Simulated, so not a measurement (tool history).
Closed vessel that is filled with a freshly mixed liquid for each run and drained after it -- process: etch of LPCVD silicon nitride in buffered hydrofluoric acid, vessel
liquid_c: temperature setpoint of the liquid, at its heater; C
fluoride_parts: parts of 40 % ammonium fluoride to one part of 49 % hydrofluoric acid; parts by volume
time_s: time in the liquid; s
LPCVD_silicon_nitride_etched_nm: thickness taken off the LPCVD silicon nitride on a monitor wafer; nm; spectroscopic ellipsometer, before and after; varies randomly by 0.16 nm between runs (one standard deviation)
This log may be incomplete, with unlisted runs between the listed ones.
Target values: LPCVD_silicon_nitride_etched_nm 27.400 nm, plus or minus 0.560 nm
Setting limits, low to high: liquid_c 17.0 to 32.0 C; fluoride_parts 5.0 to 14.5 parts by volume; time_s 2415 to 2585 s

run  hour  liquid_c  fluoride_parts  time_s  LPCVD_silicon_nitride_etched_nm
  1   0.0      24.0             9.0    2415                           31.609
  2   2.3      24.0            11.5    2415                           26.078
  3   6.6      24.0            10.0    2415                           29.591
  4  10.3      23.5            10.0    2415                           29.227
  5  16.3      23.5            12.0    2415                           23.896
  6  17.8      23.5            12.0    2415                           24.339
  7  20.3      24.0            12.0    2415                           24.912
  8  27.1      24.5            12.0    2415                           25.594
  9  30.7      25.0            12.0    2415                           26.163

Which of these 4 next moves meets every target?
  A  34.3      26.0            13.5    2440                                ?
  B  34.3      25.5            12.5    2535                                ?
  C  34.3      20.5            10.5    2540                                ?
  D  34.3      23.5            12.0    2505                                ?

move  LPCVD_silicon_nitride_etched_nm
   A                           24.890
   B                           27.141
   C                           24.499
   D                           25.035
A: the biggest miss grows against the last run
B: meets every target
C: the biggest miss grows against the last run
D: the biggest miss grows against the last run
The right move is B.
